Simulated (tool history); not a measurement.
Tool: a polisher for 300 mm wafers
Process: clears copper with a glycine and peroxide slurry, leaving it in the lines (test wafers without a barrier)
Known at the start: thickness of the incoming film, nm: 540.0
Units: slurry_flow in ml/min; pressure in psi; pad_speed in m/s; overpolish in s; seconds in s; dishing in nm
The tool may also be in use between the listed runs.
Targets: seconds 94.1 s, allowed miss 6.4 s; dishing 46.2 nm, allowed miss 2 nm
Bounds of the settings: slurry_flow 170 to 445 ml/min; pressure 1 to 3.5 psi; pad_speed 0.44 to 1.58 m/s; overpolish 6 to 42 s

Run 1, hour 0: slurry_flow 285 ml/min, pressure 2.2 psi, pad_speed 1 m/s, overpolish 21 s. Result: seconds 130.66 s, dishing 47.267 nm.
Run 2, hour 4.3: slurry_flow 285 ml/min, pressure 2.2 psi, pad_speed 1 m/s, overpolish 16 s. Result: seconds 124.79 s, dishing 39.118 nm.
Run 3, hour 6.1: slurry_flow 285 ml/min, pressure 2.2 psi, pad_speed 1.16 m/s, overpolish 16 s. Result: seconds 116.94 s, dishing 41.641 nm.
Run 4, hour 12.3: slurry_flow 285 ml/min, pressure 2.2 psi, pad_speed 1.16 m/s, overpolish 9 s. Result: seconds 111.33 s, dishing 27.545 nm.
Run 5, hour 14.2: slurry_flow 285 ml/min, pressure 2.2 psi, pad_speed 0.92 m/s, overpolish 9 s. Result: seconds 139.08 s, dishing 23.861 nm.
Run 6, hour 15.6: slurry_flow 285 ml/min, pressure 2.2 psi, pad_speed 1.12 m/s, overpolish 9 s. Result: seconds 120.35 s, dishing 26.827 nm.
Run 7, hour 23.7: slurry_flow 285 ml/min, pressure 2.3 psi, pad_speed 1.14 m/s, overpolish 11 s. Result: seconds 113.1 s, dishing 32.498 nm.
Run 8, hour 25: slurry_flow 285 ml/min, pressure 2.5 psi, pad_speed 1.14 m/s, overpolish 12 s. Result: seconds 109.32 s, dishing 36.886 nm.
Run 9, hour 32.7: slurry_flow 285 ml/min, pressure 2.7 psi, pad_speed 1.16 m/s, overpolish 12 s. Result: seconds 96.868 s, dishing 39.133 nm.
Run 10, hour 34.3: slurry_flow 285 ml/min, pressure 2.8 psi, pad_speed 1.16 m/s, overpolish 18 s. Result: seconds 94.525 s, dishing 51.351 nm.
Run 11, hour 40.3: slurry_flow 285 ml/min, pressure 2.8 psi, pad_speed 1.16 m/s, overpolish 17 s. Result: seconds 91.643 s, dishing 50.689 nm.
Run 12, hour 42.6: slurry_flow 285 ml/min, pressure 2.8 psi, pad_speed 1.16 m/s, overpolish 16 s. Result: seconds 95.349 s, dishing 48.996 nm.

Which of these 5 next moves meets every target?
Run A, hour 44.9: slurry_flow 330 ml/min, pressure 2.6 psi, pad_speed 1.14 m/s, overpolish 21 s. Result: seconds ?, dishing ?.
Run B, hour 44.9: slurry_flow 180 ml/min, pressure 3 psi, pad_speed 1.24 m/s, overpolish 17 s. Result: seconds ?, dishing ?.
Run C, hour 44.9: slurry_flow 285 ml/min, pressure 3 psi, pad_speed 1.08 m/s, overpolish 15 s. Result: seconds ?, dishing ?.
Run D, hour 44.9: slurry_flow 290 ml/min, pressure 2.4 psi, pad_speed 1.22 m/s, overpolish 25 s. Result: seconds ?, dishing ?.
Run E, hour 44.9: slurry_flow 280 ml/min, pressure 2.8 psi, pad_speed 1.2 m/s, overpolish 18 s. Result: seconds ?, dishing ?.

move  seconds  dishing
   A   98.903   55.012
   B   88.284   51.857
   C   92.954    46.61
   D   101.29   59.367
   E   90.522   52.872
A: further off than the last run
B: further off than the last run
C: meets every target
D: further off than the last run
E: further off than the last run
The right move is C.
